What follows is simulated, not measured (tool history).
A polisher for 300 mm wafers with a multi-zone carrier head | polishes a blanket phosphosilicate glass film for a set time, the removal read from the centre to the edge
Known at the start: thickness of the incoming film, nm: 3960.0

run,day,flow of slurry (ml/min),pressure of the head's centre zone,pressure of the head's middle zone,pressure of the head's edge zone,abrasive content of the slurry,polishing time (s),film removed at the wafer's centre (nm),film removed at mid-radius (nm),film removed at the wafer's edge (nm)
1,0,140,1,1,1,1,82,591.03,601.14,584.77
2,0.125,135,0.98,1.01,1.01,1,82,572.63,598.87,598.52
3,0.479,135,0.92,1.01,1.01,1,82,538.23,605.83,580.96
4,0.75,135,0.92,1.01,1.09,1,82,538.01,606.08,617.6
5,1.05,135,0.97,1.01,1.09,1,82,572.64,604.43,609.95
6,1.162,135,0.97,1.01,1.03,1,82,568.02,595.03,606

Run 7 comes next. What will it give?
7,1.238,135,0.96,1.02,1.03,1,82,?,?,?

film removed at the wafer's centre (nm): 559.99
film removed at mid-radius (nm): 596.9
film removed at the wafer's edge (nm): 599.26

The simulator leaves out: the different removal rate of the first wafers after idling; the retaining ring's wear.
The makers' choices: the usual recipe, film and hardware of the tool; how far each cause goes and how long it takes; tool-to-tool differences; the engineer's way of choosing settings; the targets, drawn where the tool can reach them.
